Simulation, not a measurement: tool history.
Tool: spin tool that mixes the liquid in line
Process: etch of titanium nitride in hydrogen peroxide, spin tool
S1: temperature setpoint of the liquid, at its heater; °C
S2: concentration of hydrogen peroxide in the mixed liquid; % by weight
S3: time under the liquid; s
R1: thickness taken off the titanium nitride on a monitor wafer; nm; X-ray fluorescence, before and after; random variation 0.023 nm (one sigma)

run 1 hour=0 | S1=47 S2=20.5 S3=290 | R1=6.7616
run 2 hour=2.6 | S1=51.5 S2=20.5 S3=290 | R1=9.2862
run 3 hour=7.6 | S1=48 S2=20.5 S3=290 | R1=7.2063
run 4 hour=14.9 | S1=44.5 S2=20.5 S3=290 | R1=5.5624
run 5 hour=21.9 | S1=42 S2=20.5 S3=290 | R1=4.6226
run 6 hour=30.2 | S1=42 S2=18.5 S3=290 | R1=4.4488
run 7 hour=33.2 | S1=40.5 S2=18.5 S3=290 | R1=4.003
run 8 hour=38.7 | S1=39.5 S2=18.5 S3=290 | R1=3.7295

Run 9 comes next. What will it give?
run 9 hour=41 | S1=39 S2=18.5 S3=290 | R1=?

{"run 9": {"R1": 3.6403}}
